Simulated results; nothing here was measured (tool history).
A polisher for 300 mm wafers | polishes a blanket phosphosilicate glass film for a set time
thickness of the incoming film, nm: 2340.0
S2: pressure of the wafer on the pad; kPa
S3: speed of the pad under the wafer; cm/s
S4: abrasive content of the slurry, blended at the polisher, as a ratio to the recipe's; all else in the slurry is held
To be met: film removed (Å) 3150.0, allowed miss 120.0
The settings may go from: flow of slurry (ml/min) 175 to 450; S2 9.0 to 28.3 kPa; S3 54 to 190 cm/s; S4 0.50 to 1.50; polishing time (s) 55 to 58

Run 1, day 0.000: flow of slurry (ml/min) 290, S2 18.6 kPa, S3 122 cm/s, S4 1.00, polishing time (s) 55. Result: film removed (Å) 5032.9.
Run 2, day 0.050: flow of slurry (ml/min) 345, S2 18.6 kPa, S3 122 cm/s, S4 1.00, polishing time (s) 55. Result: film removed (Å) 5016.1.
Run 3, day 0.321: flow of slurry (ml/min) 345, S2 22.8 kPa, S3 122 cm/s, S4 1.00, polishing time (s) 55. Result: film removed (Å) 6111.1.
Run 4, day 0.479: flow of slurry (ml/min) 345, S2 22.8 kPa, S3 122 cm/s, S4 0.80, polishing time (s) 55. Result: film removed (Å) 5662.2.
Run 5, day 0.529: flow of slurry (ml/min) 345, S2 22.8 kPa, S3 122 cm/s, S4 0.60, polishing time (s) 55. Result: film removed (Å) 5298.4.
Run 6, day 0.625: flow of slurry (ml/min) 345, S2 21.4 kPa, S3 122 cm/s, S4 0.60, polishing time (s) 55. Result: film removed (Å) 4987.3.
Run 7, day 0.725: flow of slurry (ml/min) 345, S2 20.0 kPa, S3 122 cm/s, S4 0.60, polishing time (s) 55. Result: film removed (Å) 4677.5.
Run 8, day 0.762: flow of slurry (ml/min) 345, S2 18.6 kPa, S3 122 cm/s, S4 0.60, polishing time (s) 55. Result: film removed (Å) 4403.9.
Run 9, day 1.025: flow of slurry (ml/min) 345, S2 17.2 kPa, S3 122 cm/s, S4 0.60, polishing time (s) 55. Result: film removed (Å) 4120.3.
Run 10, day 1.162: flow of slurry (ml/min) 345, S2 17.2 kPa, S3 122 cm/s, S4 0.60, polishing time (s) 55. Result: film removed (Å) 4143.7.
Run 11, day 1.471: flow of slurry (ml/min) 345, S2 17.2 kPa, S3 122 cm/s, S4 0.60, polishing time (s) 55. Result: film removed (Å) 4167.1.
Run 12, day 1.788: flow of slurry (ml/min) 345, S2 16.5 kPa, S3 122 cm/s, S4 0.60, polishing time (s) 55. Result: film removed (Å) 4019.6.

4 next moves are on the table. One of them brings every result within its allowed miss. Which?
Run A, day 2.104: flow of slurry (ml/min) 345, S2 12.4 kPa, S3 106 cm/s, S4 0.65, polishing time (s) 55. Result: film removed (Å) ?.
Run B, day 2.104: flow of slurry (ml/min) 445, S2 17.9 kPa, S3 68 cm/s, S4 0.65, polishing time (s) 55. Result: film removed (Å) ?.
Run C, day 2.104: flow of slurry (ml/min) 325, S2 15.2 kPa, S3 96 cm/s, S4 0.70, polishing time (s) 55. Result: film removed (Å) ?.
Run D, day 2.104: flow of slurry (ml/min) 330, S2 13.8 kPa, S3 90 cm/s, S4 0.75, polishing time (s) 55. Result: film removed (Å) ?.

move  film removed (Å)
   A            2904.2
   B            2915.7
   C            3249.1
   D            2923.9
A: takes the result that was furthest off past its target
B: takes the result that was furthest off past its target
C: meets every target
D: takes the result that was furthest off past its target
Answer: C
